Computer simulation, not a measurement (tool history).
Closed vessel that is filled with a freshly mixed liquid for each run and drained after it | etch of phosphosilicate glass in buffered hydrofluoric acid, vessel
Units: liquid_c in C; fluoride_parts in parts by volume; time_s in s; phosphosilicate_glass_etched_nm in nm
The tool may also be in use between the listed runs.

run	day	liquid_c	fluoride_parts	time_s	phosphosilicate_glass_etched_nm
1	0	23	8	30	113.14
2	0.142	23	7	30	131.55
3	0.333	23	9	30	106.16
4	0.617	25.5	8.5	30	126.81
5	0.883	24	8.5	30	115.64
6	1.25	26	8	30	135.93

Run 7 comes next. What will it give?
# day 1.321: hydrofluoric acid flow meter replaced
7	1.321	27.5	7.5	30	?

phosphosilicate_glass_etched_nm: 176.36 nm
